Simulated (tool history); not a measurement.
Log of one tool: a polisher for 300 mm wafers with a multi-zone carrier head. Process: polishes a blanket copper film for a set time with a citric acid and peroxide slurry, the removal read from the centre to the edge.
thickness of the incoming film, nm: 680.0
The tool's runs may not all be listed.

run,day,flow of slurry (ml/min),pressure of the head's centre zone,pressure of the head's middle zone,pressure of the head's edge zone,abrasive content of the slurry,polishing time (s),film removed at the wafer's centre (nm),film removed at mid-radius (nm),film removed at the wafer's edge (nm)
1,0.000,250,1.00,1.00,1.00,1.00,39,65.183,65.684,66.746
2,0.262,245,0.97,0.98,0.98,0.90,38,59.958,62.810,62.404
3,0.367,240,0.95,0.95,0.98,0.85,37,57.586,58.852,60.110
4,0.704,240,0.95,0.95,0.98,0.85,47,71.400,74.774,76.874
5,0.742,240,0.89,0.95,0.98,0.85,47,68.484,76.060,76.241
6,0.804,240,0.81,0.95,0.98,0.85,47,61.981,74.669,77.909
7,0.879,235,0.81,0.93,0.96,0.80,45,58.267,69.600,72.735
8,1.250,230,0.82,0.92,0.94,0.75,43,55.748,65.349,67.309
9,1.400,225,0.82,0.90,0.93,0.70,42,53.645,60.634,64.457
10,1.592,220,0.82,0.90,0.91,0.65,41,51.908,59.494,60.964
11,1.725,215,0.82,0.89,0.90,0.60,40,49.452,56.504,59.132
12,1.912,220,0.87,0.88,0.83,0.50,35,43.349,47.317,48.339

Expected results for the next run?
13,1.946,225,0.87,0.88,0.84,0.50,35,?,?,?

film removed at the wafer's centre (nm): 43.835
film removed at mid-radius (nm): 47.291
film removed at the wafer's edge (nm): 48.763
